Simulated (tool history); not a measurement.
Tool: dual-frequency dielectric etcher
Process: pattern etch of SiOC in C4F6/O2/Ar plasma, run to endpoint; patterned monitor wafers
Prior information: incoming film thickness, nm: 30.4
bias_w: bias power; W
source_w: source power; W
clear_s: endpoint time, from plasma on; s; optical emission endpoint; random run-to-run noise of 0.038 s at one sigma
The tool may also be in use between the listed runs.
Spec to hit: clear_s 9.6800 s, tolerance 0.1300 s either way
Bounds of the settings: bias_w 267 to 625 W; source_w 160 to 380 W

{"run": 1, "hour": 0.0, "bias_w": 446, "source_w": 270, "clear_s": 12.118}
{"run": 2, "hour": 3.8, "bias_w": 392, "source_w": 270, "clear_s": 12.823}
{"run": 3, "hour": 11.8, "bias_w": 459, "source_w": 280, "clear_s": 11.781}
{"run": 4, "hour": 18.6, "bias_w": 459, "source_w": 240, "clear_s": 12.496}
{"run": 5, "hour": 22.6, "bias_w": 534, "source_w": 240, "clear_s": 11.666}
{"run": 6, "hour": 27.1, "bias_w": 602, "source_w": 240, "clear_s": 11.043}
{"run": 7, "hour": 32.9, "bias_w": 609, "source_w": 260, "clear_s": 10.664}
{"run": 8, "hour": 35.8, "bias_w": 625, "source_w": 320, "clear_s": 9.9284}

Exercise: of the 4 proposed moves below, exactly one satisfies all targets within the stated allowed misses. Which move is it?
{"run": "A", "hour": 38.7, "bias_w": 589, "source_w": 370, "clear_s": "?"}
{"run": "B", "hour": 38.7, "bias_w": 625, "source_w": 300, "clear_s": "?"}
{"run": "C", "hour": 38.7, "bias_w": 615, "source_w": 320, "clear_s": "?"}
{"run": "D", "hour": 38.7, "bias_w": 567, "source_w": 350, "clear_s": "?"}

move=A clear_s=9.7042
move=B clear_s=10.1480
move=C clear_s=10.0030
move=D clear_s=10.0480
A: all results land within tolerance of their targets
B: further off than the last run
C: further off than the last run
D: further off than the last run
So the answer is move A, the one that meets all the targets.

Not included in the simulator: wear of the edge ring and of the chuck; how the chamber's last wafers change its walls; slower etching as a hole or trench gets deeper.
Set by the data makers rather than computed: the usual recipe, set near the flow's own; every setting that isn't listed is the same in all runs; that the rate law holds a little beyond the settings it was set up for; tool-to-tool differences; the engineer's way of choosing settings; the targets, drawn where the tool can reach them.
